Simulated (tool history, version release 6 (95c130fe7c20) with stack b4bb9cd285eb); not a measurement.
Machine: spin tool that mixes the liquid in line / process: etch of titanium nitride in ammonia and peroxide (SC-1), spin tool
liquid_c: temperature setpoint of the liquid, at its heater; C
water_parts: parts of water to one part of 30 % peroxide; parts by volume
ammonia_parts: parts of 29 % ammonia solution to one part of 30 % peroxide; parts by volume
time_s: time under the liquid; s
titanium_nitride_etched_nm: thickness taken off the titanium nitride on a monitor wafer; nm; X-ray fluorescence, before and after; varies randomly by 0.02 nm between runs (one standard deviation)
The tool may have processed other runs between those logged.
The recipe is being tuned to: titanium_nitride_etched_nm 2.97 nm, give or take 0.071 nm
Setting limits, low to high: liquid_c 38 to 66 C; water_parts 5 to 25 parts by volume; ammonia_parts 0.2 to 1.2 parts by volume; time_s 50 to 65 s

{"run": 1, "day": 0.0, "liquid_c": 50, "water_parts": 14, "ammonia_parts": 0.9, "time_s": 65, "titanium_nitride_etched_nm": 2.6251}
{"run": 2, "day": 0.221, "liquid_c": 50, "water_parts": 18, "ammonia_parts": 0.9, "time_s": 65, "titanium_nitride_etched_nm": 2.2869}
{"run": 3, "day": 0.438, "liquid_c": 50, "water_parts": 18, "ammonia_parts": 0.9, "time_s": 65, "titanium_nitride_etched_nm": 2.2777}
{"run": 4, "day": 0.483, "liquid_c": 50, "water_parts": 21, "ammonia_parts": 0.9, "time_s": 65, "titanium_nitride_etched_nm": 2.0912}
{"run": 5, "day": 0.646, "liquid_c": 50, "water_parts": 17.5, "ammonia_parts": 0.9, "time_s": 65, "titanium_nitride_etched_nm": 2.3164}
{"run": 6, "day": 0.762, "liquid_c": 50, "water_parts": 17.5, "ammonia_parts": 0.9, "time_s": 65, "titanium_nitride_etched_nm": 2.3468}
{"run": 7, "day": 1.083, "liquid_c": 51, "water_parts": 17.5, "ammonia_parts": 0.9, "time_s": 65, "titanium_nitride_etched_nm": 2.4943}
{"run": 8, "day": 1.233, "liquid_c": 52, "water_parts": 17.5, "ammonia_parts": 0.9, "time_s": 65, "titanium_nitride_etched_nm": 2.6611}
{"run": 9, "day": 1.454, "liquid_c": 54, "water_parts": 17.5, "ammonia_parts": 0.9, "time_s": 65, "titanium_nitride_etched_nm": 3.0679}

Pick the move, out of 4, that brings all results within their allowed miss; only one does.
{"run": "A", "day": 1.675, "liquid_c": 57.5, "water_parts": 20.5, "ammonia_parts": 0.45, "time_s": 65, "titanium_nitride_etched_nm": "?"}
{"run": "B", "day": 1.675, "liquid_c": 54, "water_parts": 16.5, "ammonia_parts": 1, "time_s": 60, "titanium_nitride_etched_nm": "?"}
{"run": "C", "day": 1.675, "liquid_c": 55.5, "water_parts": 17, "ammonia_parts": 1, "time_s": 60, "titanium_nitride_etched_nm": "?"}
{"run": "D", "day": 1.675, "liquid_c": 56.5, "water_parts": 22, "ammonia_parts": 0.8, "time_s": 65, "titanium_nitride_etched_nm": "?"}

move=A titanium_nitride_etched_nm=3.1487
move=B titanium_nitride_etched_nm=2.9857
move=C titanium_nitride_etched_nm=3.2522
move=D titanium_nitride_etched_nm=3.148
A: moves away from the targets compared with the last run
B: meets every target
C: moves away from the targets compared with the last run
D: moves away from the targets compared with the last run
Correct choice: B, which meets every target
